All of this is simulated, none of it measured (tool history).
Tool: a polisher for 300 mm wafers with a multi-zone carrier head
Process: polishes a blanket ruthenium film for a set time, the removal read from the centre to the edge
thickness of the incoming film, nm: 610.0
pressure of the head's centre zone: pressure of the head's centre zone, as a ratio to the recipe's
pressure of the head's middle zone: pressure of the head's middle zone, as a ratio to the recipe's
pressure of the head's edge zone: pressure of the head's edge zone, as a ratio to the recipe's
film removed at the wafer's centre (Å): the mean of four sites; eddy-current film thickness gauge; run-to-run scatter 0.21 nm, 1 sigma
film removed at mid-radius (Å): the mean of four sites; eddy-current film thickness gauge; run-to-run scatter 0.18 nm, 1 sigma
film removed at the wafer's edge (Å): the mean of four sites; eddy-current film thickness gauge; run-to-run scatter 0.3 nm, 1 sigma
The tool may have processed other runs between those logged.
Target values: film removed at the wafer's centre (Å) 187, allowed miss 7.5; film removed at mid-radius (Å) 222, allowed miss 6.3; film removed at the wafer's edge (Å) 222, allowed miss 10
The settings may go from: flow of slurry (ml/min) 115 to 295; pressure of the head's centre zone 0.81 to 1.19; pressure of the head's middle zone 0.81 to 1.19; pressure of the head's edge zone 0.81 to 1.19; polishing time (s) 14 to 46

run  hour  flow of slurry (ml/min)  pressure of the head's centre zone  pressure of the head's middle zone  pressure of the head's edge zone  polishing time (s)  film removed at the wafer's centre (Å)  film removed at mid-radius (Å)  film removed at the wafer's edge (Å)
  1     0                      190                                   1                                   1                                 1                  30                                  326.87                          340.28                                333.33
  2     4                      180                                0.96                                0.98                              0.98                  28                                  296.45                          311.92                                307.87
  3  12.5                      195                                0.96                                0.98                              0.98                  28                                  299.75                          315.78                                312.82
  4  17.1                      150                                0.96                                0.98                              0.98                  28                                  296.31                          303.62                                305.51
  5  18.9                      160                                0.93                                0.98                              0.99                  25                                  249.63                          271.31                                269.83
  6  23.4                      160                                0.91                                0.98                              0.99                  24                                   241.8                          262.42                                258.47
  7  27.4                      160                                0.89                                0.98                              1.01                  23                                  221.43                          251.63                                255.87
  8  34.4                      160                                0.87                                0.98                                 1                  22                                  206.38                           242.3                                240.22
  9    41                      155                                0.86                                0.97                              0.99                  22                                  206.56                          237.96                                245.78

5 next moves are on the table. One of them brings every result within its allowed miss. Which?
  A  47.6                      140                                0.81                                0.85                              1.05                  22                                       ?                               ?                                     ?
  B  47.6                      160                                0.85                                0.99                              0.99                  20                                       ?                               ?                                     ?
  C  47.6                      165                                1.02                                1.02                              0.94                  21                                       ?                               ?                                     ?
  D  47.6                      115                                0.82                                0.93                              1.01                  21                                       ?                               ?                                     ?
  E  47.6                      140                                0.81                                0.82                              0.99                  22                                       ?                               ?                                     ?

move  film removed at the wafer's centre (Å)  film removed at mid-radius (Å)  film removed at the wafer's edge (Å)
   A                                  190.14                          209.03                                252.85
   B                                  185.76                          220.04                                226.17
   C                                  235.62                          237.78                                232.35
   D                                  177.28                          208.18                                231.22
   E                                  190.09                          202.99                                 245.8
A: gets the furthest-off result to its target, but another result is out of tolerance
B: each result inside its tolerance
C: moves away from the targets compared with the last run
D: moves the result that the last run missed by most past its target, out the other side
E: gets the furthest-off result to its target, but another result is out of tolerance
B meets every target.
